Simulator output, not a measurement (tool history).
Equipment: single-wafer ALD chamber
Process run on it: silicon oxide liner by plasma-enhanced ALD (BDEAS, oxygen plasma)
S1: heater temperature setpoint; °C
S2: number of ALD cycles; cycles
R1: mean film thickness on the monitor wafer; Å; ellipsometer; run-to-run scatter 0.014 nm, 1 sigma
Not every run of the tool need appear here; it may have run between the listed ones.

{"run": 1, "day": 0.0, "S1": 315, "S2": 51, "R1": 44.586}
{"run": 2, "day": 0.279, "S1": 316, "S2": 48, "R1": 41.772}
{"run": 3, "day": 0.558, "S1": 321, "S2": 48, "R1": 41.552}
{"run": 4, "day": 0.646, "S1": 322, "S2": 46, "R1": 39.568}
{"run": 5, "day": 0.758, "S1": 331, "S2": 46, "R1": 39.26}
{"run": 6, "day": 0.992, "S1": 331, "S2": 49, "R1": 42.199}
{"run": 7, "day": 1.1, "S1": 331, "S2": 47, "R1": 39.952}

Run 8 has not been measured yet. What should we expect?
{"run": 8, "day": 1.238, "S1": 331, "S2": 45, "R1": "?"}

R1: 38.358 Å
